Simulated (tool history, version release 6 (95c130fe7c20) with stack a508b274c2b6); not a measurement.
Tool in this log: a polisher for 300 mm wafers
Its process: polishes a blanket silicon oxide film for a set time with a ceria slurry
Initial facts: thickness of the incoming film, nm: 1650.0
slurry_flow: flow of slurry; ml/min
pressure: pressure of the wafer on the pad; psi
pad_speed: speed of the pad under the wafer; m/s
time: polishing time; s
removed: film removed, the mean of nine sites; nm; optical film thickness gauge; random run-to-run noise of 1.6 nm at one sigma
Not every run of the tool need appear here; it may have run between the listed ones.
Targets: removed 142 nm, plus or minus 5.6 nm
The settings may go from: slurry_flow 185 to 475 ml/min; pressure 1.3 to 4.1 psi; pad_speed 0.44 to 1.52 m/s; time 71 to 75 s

run,hour,slurry_flow,pressure,pad_speed,time,removed
1,0,305,2.7,0.98,71,236.11
2,8.3,305,2.4,0.98,71,211.65
3,11.9,265,2.4,0.98,71,210.5
4,20.4,265,2.6,0.98,71,223.99
5,23.7,265,2.6,1.22,71,281.89
6,31.5,265,2.6,1.1,71,255
7,35.5,265,2.3,1.08,71,217.2
8,41.2,265,2.1,1.08,71,207.38
9,42.1,265,1.9,1.06,71,180.58
10,45.3,265,1.9,1.06,71,179.46
11,53.5,265,1.8,1.06,71,172.15

Which one of the following 4 next-run settings gets every result inside its allowed miss? There is exactly one.
A,61.7,285,1.5,0.92,72,?
B,61.7,270,2,1.08,73,?
C,61.7,185,2,0.78,73,?
D,61.7,235,2.3,1.06,72,?

move,removed
A,128.89
B,200.23
C,142.64
D,219.94
A: the result that was furthest off in the last run now lies on the other side of its target
B: moves away from the targets compared with the last run
C: in spec on every target
D: moves away from the targets compared with the last run
Answer: C
